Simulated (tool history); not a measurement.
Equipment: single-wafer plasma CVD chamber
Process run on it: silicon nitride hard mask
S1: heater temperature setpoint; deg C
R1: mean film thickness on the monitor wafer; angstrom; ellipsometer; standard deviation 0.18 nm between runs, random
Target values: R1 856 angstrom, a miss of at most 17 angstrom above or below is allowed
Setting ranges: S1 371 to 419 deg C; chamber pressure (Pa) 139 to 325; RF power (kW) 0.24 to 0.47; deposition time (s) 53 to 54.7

run 1 hour=0 | S1=395 chamber_pressure_(Pa)=232 RF_power_(kW)=0.355 deposition_time_(s)=53 | R1=770.73
run 2 hour=0.8 | S1=395 chamber_pressure_(Pa)=243 RF_power_(kW)=0.36 deposition_time_(s)=53 | R1=784.97
run 3 hour=6.4 | S1=395 chamber_pressure_(Pa)=243 RF_power_(kW)=0.33 deposition_time_(s)=53 | R1=732.48
run 4 hour=13.1 | S1=395 chamber_pressure_(Pa)=252 RF_power_(kW)=0.34 deposition_time_(s)=53 | R1=758.75
run 5 hour=14.8 | S1=395 chamber_pressure_(Pa)=260 RF_power_(kW)=0.345 deposition_time_(s)=53 | R1=776.28
run 6 hour=23.4 | S1=395 chamber_pressure_(Pa)=223 RF_power_(kW)=0.345 deposition_time_(s)=53 | R1=746.68
run 7 hour=30.3 | S1=395 chamber_pressure_(Pa)=233 RF_power_(kW)=0.35 deposition_time_(s)=53 | R1=764.34
run 8 hour=34.7 | S1=395 chamber_pressure_(Pa)=243 RF_power_(kW)=0.355 deposition_time_(s)=53 | R1=779.31

Next run, 5 choices. One meets every target within its allowed miss, the rest don't. Which?
run A hour=39.1 | S1=387 chamber_pressure_(Pa)=184 RF_power_(kW)=0.395 deposition_time_(s)=54.3 | R1=?
run B hour=39.1 | S1=396 chamber_pressure_(Pa)=247 RF_power_(kW)=0.31 deposition_time_(s)=53 | R1=?
run C hour=39.1 | S1=403 chamber_pressure_(Pa)=189 RF_power_(kW)=0.39 deposition_time_(s)=54.7 | R1=?
run D hour=39.1 | S1=395 chamber_pressure_(Pa)=236 RF_power_(kW)=0.34 deposition_time_(s)=53 | R1=?
run E hour=39.1 | S1=387 chamber_pressure_(Pa)=235 RF_power_(kW)=0.385 deposition_time_(s)=54.7 | R1=?

move=A R1=810.31
move=B R1=697.39
move=C R1=809.09
move=D R1=745.38
move=E R1=848.36
A: gains on the last run, yet a result remains outside its allowed miss
B: misses by more than the last run did
C: gains on the last run, yet a result remains outside its allowed miss
D: misses by more than the last run did
E: every result within its allowed miss
E meets every target.
